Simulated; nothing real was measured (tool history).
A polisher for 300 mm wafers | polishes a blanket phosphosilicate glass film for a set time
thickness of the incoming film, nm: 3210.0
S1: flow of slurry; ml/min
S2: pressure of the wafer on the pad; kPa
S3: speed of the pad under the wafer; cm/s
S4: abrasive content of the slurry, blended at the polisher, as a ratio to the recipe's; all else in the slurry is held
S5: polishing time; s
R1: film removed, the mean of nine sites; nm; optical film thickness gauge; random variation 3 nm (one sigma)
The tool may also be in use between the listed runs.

run,hour,S1,S2,S3,S4,S5,R1
1,0,155,27.6,90,1,33,308.27
2,6.5,140,27.6,90,1,33,303.3
3,13.8,140,26.2,90,1,33,289.99
4,22.1,140,25.5,90,1,33,279.56
5,27.4,140,24.8,90,1,33,273.84
6,30.9,140,24.8,106,1,33,307.09

Forecast run 7:
7,35.9,140,23.4,106,1,33,?

R1: 293.98 nm
